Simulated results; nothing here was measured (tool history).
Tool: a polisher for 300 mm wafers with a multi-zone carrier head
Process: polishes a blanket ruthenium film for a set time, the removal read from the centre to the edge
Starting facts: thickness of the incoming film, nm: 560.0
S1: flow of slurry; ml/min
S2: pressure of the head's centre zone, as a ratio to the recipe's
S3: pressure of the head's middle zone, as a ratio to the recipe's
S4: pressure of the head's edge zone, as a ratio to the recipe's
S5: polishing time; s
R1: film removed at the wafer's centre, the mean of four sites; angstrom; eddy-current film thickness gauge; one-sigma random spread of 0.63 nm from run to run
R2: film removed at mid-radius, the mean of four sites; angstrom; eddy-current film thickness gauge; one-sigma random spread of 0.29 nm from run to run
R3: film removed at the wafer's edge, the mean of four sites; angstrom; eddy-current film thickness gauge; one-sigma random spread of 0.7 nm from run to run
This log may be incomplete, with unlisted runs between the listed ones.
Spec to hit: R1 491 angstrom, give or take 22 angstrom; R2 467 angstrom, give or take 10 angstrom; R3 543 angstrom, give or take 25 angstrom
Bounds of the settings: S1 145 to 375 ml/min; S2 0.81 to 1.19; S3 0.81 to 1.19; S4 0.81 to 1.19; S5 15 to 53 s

| run | hour | S1 | S2 | S3 | S4 | S5 | R1 | R2 | R3 |
|---|---|---|---|---|---|---|---|---|---|
| 1 | 0 | 240 | 1 | 1 | 1 | 34 | 618.94 | 632.5 | 638.59 |
| 2 | 8.1 | 240 | 1 | 1 | 0.93 | 34 | 611.55 | 632.55 | 613.59 |
| 3 | 14.1 | 240 | 1 | 1 | 0.96 | 34 | 601.44 | 631.6 | 599.34 |
| 4 | 15.2 | 225 | 0.98 | 0.94 | 0.97 | 33 | 572.36 | 574.97 | 589.46 |
| 5 | 20.8 | 245 | 0.98 | 0.94 | 0.97 | 33 | 581.07 | 576.8 | 594.89 |
| 6 | 24.2 | 245 | 0.98 | 0.94 | 0.9 | 33 | 581.79 | 577.19 | 573.15 |
| 7 | 25.5 | 235 | 0.96 | 0.9 | 0.93 | 32 | 537.82 | 538.18 | 563.87 |
| 8 | 34.4 | 225 | 0.96 | 0.87 | 0.94 | 32 | 543.73 | 518.46 | 570.87 |
| 9 | 35.6 | 185 | 0.88 | 0.81 | 0.89 | 31 | 470.95 | 459.63 | 516.55 |

4 candidate next runs follow, results not yet known. Just one meets every target within its allowed miss. Identify it.
| A | 36.8 | 235 | 0.94 | 0.86 | 0.87 | 27 | ? | ? | ? |
| B | 36.8 | 195 | 0.9 | 0.81 | 0.92 | 31 | ? | ? | ? |
| C | 36.8 | 150 | 0.95 | 0.85 | 0.81 | 33 | ? | ? | ? |
| D | 36.8 | 165 | 0.88 | 0.81 | 0.9 | 30 | ? | ? | ? |

| move | R1 | R2 | R3 |
|---|---|---|---|
| A | 443.55 | 435.47 | 465.21 |
| B | 472.08 | 462.81 | 536.91 |
| C | 500.36 | 486.15 | 519.31 |
| D | 431.13 | 434.06 | 502.71 |
A: further off than the last run
B: in spec on every target
C: meets the target for the result that was furthest off, but another lies outside its allowed miss
D: further off than the last run
So the answer is move B, the one that meets all the targets.

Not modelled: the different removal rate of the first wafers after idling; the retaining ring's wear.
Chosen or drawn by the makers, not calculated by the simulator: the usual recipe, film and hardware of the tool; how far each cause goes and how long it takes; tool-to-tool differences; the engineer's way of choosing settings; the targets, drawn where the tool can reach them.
